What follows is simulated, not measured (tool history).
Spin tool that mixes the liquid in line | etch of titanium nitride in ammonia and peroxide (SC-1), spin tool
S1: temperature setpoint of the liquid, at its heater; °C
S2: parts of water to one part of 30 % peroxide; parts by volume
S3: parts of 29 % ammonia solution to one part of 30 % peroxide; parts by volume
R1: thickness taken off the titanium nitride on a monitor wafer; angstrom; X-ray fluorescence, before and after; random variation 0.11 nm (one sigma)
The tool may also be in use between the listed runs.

Run 1, hour 0: S1 49 °C, S2 6.5 parts by volume, S3 0.6 parts by volume, time under the liquid (s) 260. Result: R1 147.98 angstrom.
Run 2, hour 4.9: S1 49 °C, S2 6.5 parts by volume, S3 0.7 parts by volume, time under the liquid (s) 260. Result: R1 152.6 angstrom.
Run 3, hour 7.9: S1 49 °C, S2 5.5 parts by volume, S3 0.7 parts by volume, time under the liquid (s) 260. Result: R1 163.44 angstrom.
Run 4, hour 15.2: S1 49 °C, S2 5.5 parts by volume, S3 0.85 parts by volume, time under the liquid (s) 260. Result: R1 168.24 angstrom.
Run 5, hour 16.1: S1 49 °C, S2 5.5 parts by volume, S3 0.95 parts by volume, time under the liquid (s) 260. Result: R1 170.75 angstrom.
Run 6, hour 24.5: S1 42.5 °C, S2 5.5 parts by volume, S3 0.95 parts by volume, time under the liquid (s) 260. Result: R1 107.68 angstrom.
Run 7, hour 28.4: S1 44 °C, S2 5.5 parts by volume, S3 0.95 parts by volume, time under the liquid (s) 260. Result: R1 120.4 angstrom.

The next listed run, before its measurement:
Run 8, hour 36.7: S1 45 °C, S2 5.5 parts by volume, S3 0.95 parts by volume, time under the liquid (s) 260. Result: R1 ?.

R1: 129.14 angstrom
